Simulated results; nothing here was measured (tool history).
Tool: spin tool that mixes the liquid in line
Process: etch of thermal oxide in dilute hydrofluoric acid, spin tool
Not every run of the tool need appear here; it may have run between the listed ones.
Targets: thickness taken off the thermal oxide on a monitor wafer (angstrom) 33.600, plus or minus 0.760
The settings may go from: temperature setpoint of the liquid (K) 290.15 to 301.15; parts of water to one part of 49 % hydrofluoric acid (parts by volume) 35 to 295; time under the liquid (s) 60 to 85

run,hour,temperature setpoint of the liquid (K),parts of water to one part of 49 % hydrofluoric acid (parts by volume),time under the liquid (s),thickness taken off the thermal oxide on a monitor wafer (angstrom)
1,0.0,293.15,165,85,19.566
2,4.7,295.65,155,85,23.238
3,12.1,295.65,180,85,19.424
4,16.6,295.65,145,85,24.765
5,18.0,299.15,145,85,28.605
6,19.6,299.65,140,85,30.206
7,28.1,299.65,140,85,30.411
8,32.7,300.15,140,85,30.908
9,38.1,300.65,140,85,31.458

Which single option among these 5 for the next run brings every result within its allowed miss of target? Just one does.
A,43.5,301.15,140,85,?
B,43.5,296.65,85,60,?
C,43.5,301.15,110,60,?
D,43.5,300.15,140,85,?
E,43.5,300.65,110,60,?

move,thickness taken off the thermal oxide on a monitor wafer (angstrom)
A,32.115
B,33.626
C,29.998
D,30.943
E,29.434
A: closer than the last run, but not yet in spec
B: in spec on every target
C: the biggest miss grows against the last run
D: the biggest miss grows against the last run
E: the biggest miss grows against the last run
So the answer is move B, the one that meets all the targets.
